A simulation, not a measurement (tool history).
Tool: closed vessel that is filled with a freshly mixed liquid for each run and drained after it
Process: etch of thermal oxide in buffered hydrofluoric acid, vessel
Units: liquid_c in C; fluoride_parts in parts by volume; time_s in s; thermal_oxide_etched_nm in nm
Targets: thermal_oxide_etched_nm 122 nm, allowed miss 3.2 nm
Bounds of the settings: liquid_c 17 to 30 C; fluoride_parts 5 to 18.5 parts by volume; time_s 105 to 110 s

{"run": 1, "day": 0.0, "liquid_c": 22, "fluoride_parts": 11.5, "time_s": 105, "thermal_oxide_etched_nm": 101.59}
{"run": 2, "day": 0.121, "liquid_c": 22, "fluoride_parts": 11.5, "time_s": 105, "thermal_oxide_etched_nm": 101.65}
{"run": 3, "day": 0.312, "liquid_c": 22, "fluoride_parts": 11.5, "time_s": 110, "thermal_oxide_etched_nm": 106.86}
{"run": 4, "day": 0.454, "liquid_c": 22, "fluoride_parts": 11.5, "time_s": 105, "thermal_oxide_etched_nm": 101.17}
{"run": 5, "day": 0.646, "liquid_c": 23, "fluoride_parts": 11.5, "time_s": 105, "thermal_oxide_etched_nm": 107.16}
{"run": 6, "day": 0.875, "liquid_c": 23.5, "fluoride_parts": 11.5, "time_s": 105, "thermal_oxide_etched_nm": 110.03}
{"run": 7, "day": 0.946, "liquid_c": 24, "fluoride_parts": 11.5, "time_s": 105, "thermal_oxide_etched_nm": 113.9}
{"run": 8, "day": 1.262, "liquid_c": 24.5, "fluoride_parts": 11.5, "time_s": 105, "thermal_oxide_etched_nm": 116.94}

Which of these 4 next moves meets every target?
{"run": "A", "day": 1.579, "liquid_c": 24.5, "fluoride_parts": 11, "time_s": 105, "thermal_oxide_etched_nm": "?"}
{"run": "B", "day": 1.579, "liquid_c": 25, "fluoride_parts": 12.5, "time_s": 105, "thermal_oxide_etched_nm": "?"}
{"run": "C", "day": 1.579, "liquid_c": 24, "fluoride_parts": 11.5, "time_s": 105, "thermal_oxide_etched_nm": "?"}
{"run": "D", "day": 1.579, "liquid_c": 24, "fluoride_parts": 12, "time_s": 110, "thermal_oxide_etched_nm": "?"}

move=A thermal_oxide_etched_nm=121.59
move=B thermal_oxide_etched_nm=110.28
move=C thermal_oxide_etched_nm=113.3
move=D thermal_oxide_etched_nm=113.87
A: meets every target
B: further off than the last run
C: further off than the last run
D: further off than the last run
Answer: A
